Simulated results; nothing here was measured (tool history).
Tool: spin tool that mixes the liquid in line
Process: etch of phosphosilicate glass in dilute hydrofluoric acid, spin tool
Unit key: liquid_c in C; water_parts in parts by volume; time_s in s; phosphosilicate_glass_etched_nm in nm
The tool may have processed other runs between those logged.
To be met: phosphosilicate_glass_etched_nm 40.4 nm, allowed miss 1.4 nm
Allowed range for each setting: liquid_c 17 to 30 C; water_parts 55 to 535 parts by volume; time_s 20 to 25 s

run	hour	liquid_c	water_parts	time_s	phosphosilicate_glass_etched_nm
1	0	22	295	25	11.113
2	3	22	295	25	11.385
3	7.9	22	295	20	8.9964
4	14.7	22	295	25	11.158
5	17.6	22	190	25	19.456
# hour 25.2: hydrofluoric acid flow meter replaced
6	25.2	22	190	20	16.658
7	28.1	23.5	165	20	20.638
8	31.3	24.5	150	20	24.085
9	40	25.5	140	20	26.399
10	41.8	29.5	70	20	68.746
11	47.9	28.5	70	20	67.078
12	53.5	27.5	70	20	63.723
13	57.9	26.5	70	20	60.718
14	63.4	25	70	20	58.519
15	71.4	23.5	75	20	50.321
16	76.1	22.5	75	20	48.812
17	77.1	21.5	75	20	46.151
18	85.3	21	75	20	45.275
19	90.2	20.5	75	20	44.857
20	94.3	20	75	20	43.67
21	99.4	19.5	75	20	42.504
22	103.2	19.5	75	20	41.714
23	109.6	19	75	20	42.075

Pick the move, out of 4, that brings all results within their allowed miss; only one does.
A	116	20	90	25	?
B	116	18	85	25	?
C	116	21	95	25	?
D	116	18	75	20	?

move	phosphosilicate_glass_etched_nm
A	44.765
B	43.843
C	43.936
D	40.189
A: further off than the last run
B: further off than the last run
C: further off than the last run
D: hits every target within its allowed miss
The right move is D.

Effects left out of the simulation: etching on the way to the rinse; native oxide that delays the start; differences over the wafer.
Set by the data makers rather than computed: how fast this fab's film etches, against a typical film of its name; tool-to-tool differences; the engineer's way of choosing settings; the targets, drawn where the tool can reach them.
